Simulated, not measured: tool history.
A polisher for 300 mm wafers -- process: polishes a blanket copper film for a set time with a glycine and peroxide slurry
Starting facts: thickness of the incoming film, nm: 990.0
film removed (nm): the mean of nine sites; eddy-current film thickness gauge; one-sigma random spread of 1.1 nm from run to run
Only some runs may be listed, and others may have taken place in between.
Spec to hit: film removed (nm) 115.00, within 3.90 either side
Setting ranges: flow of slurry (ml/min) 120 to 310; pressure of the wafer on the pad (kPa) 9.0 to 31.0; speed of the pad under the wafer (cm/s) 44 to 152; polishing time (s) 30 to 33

| run | hour | flow of slurry (ml/min) | pressure of the wafer on the pad (kPa) | speed of the pad under the wafer (cm/s) | polishing time (s) | film removed (nm) |
|---|---|---|---|---|---|---|
| 1 | 0.0 | 200 | 20.0 | 98 | 33 | 157.86 |
| 2 | 7.9 | 200 | 18.6 | 98 | 33 | 146.53 |
| 3 | 12.7 | 200 | 18.6 | 122 | 33 | 174.09 |
| 4 | 18.2 | 200 | 18.6 | 122 | 33 | 174.07 |
| 5 | 21.6 | 200 | 18.6 | 122 | 33 | 177.64 |
| 6 | 26.2 | 220 | 18.6 | 122 | 33 | 178.64 |
| 7 | 29.6 | 215 | 17.2 | 122 | 33 | 165.69 |
| 8 | 32.8 | 215 | 15.9 | 122 | 33 | 152.49 |
| 9 | 36.8 | 215 | 15.2 | 122 | 33 | 150.79 |
| 10 | 43.3 | 215 | 14.5 | 122 | 33 | 144.04 |
| 11 | 48.4 | 215 | 13.8 | 122 | 33 | 140.80 |
| 12 | 49.2 | 215 | 13.1 | 122 | 33 | 133.36 |
| 13 | 56.0 | 210 | 12.4 | 122 | 33 | 129.38 |

Which single option among these 4 for the next run brings every result within its allowed miss of target? Just one does.
| A | 62.8 | 225 | 11.7 | 128 | 33 | ? |
| B | 62.8 | 260 | 13.1 | 152 | 33 | ? |
| C | 62.8 | 195 | 19.3 | 76 | 30 | ? |
| D | 62.8 | 250 | 15.9 | 124 | 33 | ? |

| move | film removed (nm) |
|---|---|
| A | 126.55 |
| B | 159.75 |
| C | 115.20 |
| D | 159.11 |
A: gains on the last run, yet a result remains outside its allowed miss
B: the biggest miss grows against the last run
C: every result lands within tolerance
D: the biggest miss grows against the last run
Answer: C

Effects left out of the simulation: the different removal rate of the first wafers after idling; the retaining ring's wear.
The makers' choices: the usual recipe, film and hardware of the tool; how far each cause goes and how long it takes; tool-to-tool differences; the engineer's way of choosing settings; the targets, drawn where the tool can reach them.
